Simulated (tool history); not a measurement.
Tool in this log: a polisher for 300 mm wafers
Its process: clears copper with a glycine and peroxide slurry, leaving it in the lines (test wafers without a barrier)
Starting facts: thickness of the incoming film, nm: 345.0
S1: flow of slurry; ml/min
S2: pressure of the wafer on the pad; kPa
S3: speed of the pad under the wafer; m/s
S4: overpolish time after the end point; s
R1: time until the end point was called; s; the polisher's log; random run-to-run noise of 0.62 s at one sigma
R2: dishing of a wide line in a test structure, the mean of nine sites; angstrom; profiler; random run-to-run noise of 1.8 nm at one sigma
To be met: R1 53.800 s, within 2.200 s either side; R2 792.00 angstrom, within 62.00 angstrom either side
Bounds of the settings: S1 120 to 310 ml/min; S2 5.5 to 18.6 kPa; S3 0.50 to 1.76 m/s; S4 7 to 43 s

run	hour	S1	S2	S3	S4	R1	R2
1	0.0	200	11.7	1.12	22	92.247	445.86
2	5.0	200	11.7	0.94	22	104.740	419.80
3	13.2	205	13.1	1.00	23	92.353	476.98
4	18.0	205	14.5	1.06	24	82.747	522.64
5	26.7	205	14.5	1.06	18	86.070	405.18
6	33.5	205	15.2	1.14	20	77.974	497.64
7	36.3	205	15.9	1.20	21	73.031	545.56
8	41.9	210	16.5	1.26	22	67.959	573.10
9	46.7	210	17.2	1.30	23	65.512	628.42
10	47.9	210	17.2	1.36	23	61.822	649.08
11	51.3	210	17.2	1.38	24	62.168	656.21
12	54.6	210	17.2	1.42	25	60.781	715.13
13	56.3	210	17.2	1.44	25	60.998	668.56
14	63.3	210	17.2	1.46	26	58.884	728.07
15	70.9	210	17.2	1.48	26	59.863	735.27
16	74.4	210	17.2	1.50	26	58.327	725.86

4 next moves are on the table. One of them brings every result within its allowed miss. Which?
A	77.9	190	18.6	1.58	28	?	?
B	77.9	240	18.6	1.72	32	?	?
C	77.9	235	17.2	1.62	40	?	?
D	77.9	235	18.6	1.74	24	?	?

move	R1	R2
A	54.043	787.52
B	48.883	899.31
C	54.066	950.92
D	48.528	761.99
A: each result inside its tolerance
B: takes the biggest miss from the last run beyond its target
C: brings the result that was furthest off to its target, and leaves another outside
D: takes the biggest miss from the last run beyond its target
Answer: A
